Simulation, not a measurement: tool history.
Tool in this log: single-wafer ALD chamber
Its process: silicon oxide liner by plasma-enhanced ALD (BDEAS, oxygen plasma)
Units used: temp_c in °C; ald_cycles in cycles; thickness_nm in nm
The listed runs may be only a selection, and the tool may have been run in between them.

Run 1, hour 0: temp_c 315 °C, ald_cycles 65 cycles. Result: thickness_nm 6.3945 nm.
Run 2, hour 8.4: temp_c 314 °C, ald_cycles 69 cycles. Result: thickness_nm 6.9415 nm.
Run 3, hour 13.9: temp_c 314 °C, ald_cycles 61 cycles. Result: thickness_nm 6.1156 nm.
Run 4, hour 22.7: temp_c 308 °C, ald_cycles 61 cycles. Result: thickness_nm 6.0852 nm.
Run 5, hour 25.9: temp_c 299 °C, ald_cycles 61 cycles. Result: thickness_nm 6.1937 nm.
Run 6, hour 31.2: temp_c 299 °C, ald_cycles 56 cycles. Result: thickness_nm 5.6999 nm.
Run 7, hour 36.7: temp_c 298 °C, ald_cycles 62 cycles. Result: thickness_nm 6.3461 nm.
Run 8, hour 37.8: temp_c 297 °C, ald_cycles 66 cycles. Result: thickness_nm 6.6627 nm.
Run 9, hour 40.3: temp_c 297 °C, ald_cycles 70 cycles. Result: thickness_nm 7.1074 nm.
Run 10, hour 45.2: temp_c 297 °C, ald_cycles 72 cycles. Result: thickness_nm 7.2697 nm.

Estimate the outcome of run 11 from the log above:
Run 11, hour 51.7: temp_c 297 °C, ald_cycles 74 cycles. Result: thickness_nm ?.

{"run 11": {"thickness_nm": 7.611}}
